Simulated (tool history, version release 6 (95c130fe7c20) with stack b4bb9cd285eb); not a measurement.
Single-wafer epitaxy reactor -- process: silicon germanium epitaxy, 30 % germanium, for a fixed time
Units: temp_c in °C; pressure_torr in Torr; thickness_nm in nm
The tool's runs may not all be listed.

Run 1, day 0: temp_c 625 °C, pressure_torr 21.5 Torr. Result: thickness_nm 81.843 nm.
Run 2, day 0.067: temp_c 625 °C, pressure_torr 25.3 Torr. Result: thickness_nm 87.768 nm.
Run 3, day 0.367: temp_c 619 °C, pressure_torr 25 Torr. Result: thickness_nm 77.551 nm.
Run 4, day 0.508: temp_c 615 °C, pressure_torr 24.9 Torr. Result: thickness_nm 70.988 nm.
Run 5, day 0.754: temp_c 626 °C, pressure_torr 24.9 Torr. Result: thickness_nm 89 nm.
Run 6, day 0.971: temp_c 620 °C, pressure_torr 24.8 Torr. Result: thickness_nm 78.323 nm.
Run 7, day 1.008: temp_c 608 °C, pressure_torr 24.5 Torr. Result: thickness_nm 61.474 nm.

For run 8, what comes out?
Run 8, day 1.283: temp_c 607 °C, pressure_torr 24.5 Torr. Result: thickness_nm ?.

For run 8 the tool returned thickness_nm 60.037 nm.
